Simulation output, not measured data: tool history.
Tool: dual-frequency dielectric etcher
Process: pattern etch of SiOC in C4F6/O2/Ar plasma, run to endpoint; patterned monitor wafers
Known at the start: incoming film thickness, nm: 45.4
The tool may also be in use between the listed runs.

run	day	bias power (W)	source power (W)	endpoint time (s)
1	0	604	290	16.975
2	0.188	547	290	17.5
3	0.538	547	320	16.84
4	0.7	547	360	15.976
5	1.038	458	360	16.983
6	1.379	458	320	17.941
7	1.725	447	310	18.253
8	2.004	438	300	18.842

The next listed run, before its measurement:
9	2.146	430	290	?

endpoint time (s): 19.074

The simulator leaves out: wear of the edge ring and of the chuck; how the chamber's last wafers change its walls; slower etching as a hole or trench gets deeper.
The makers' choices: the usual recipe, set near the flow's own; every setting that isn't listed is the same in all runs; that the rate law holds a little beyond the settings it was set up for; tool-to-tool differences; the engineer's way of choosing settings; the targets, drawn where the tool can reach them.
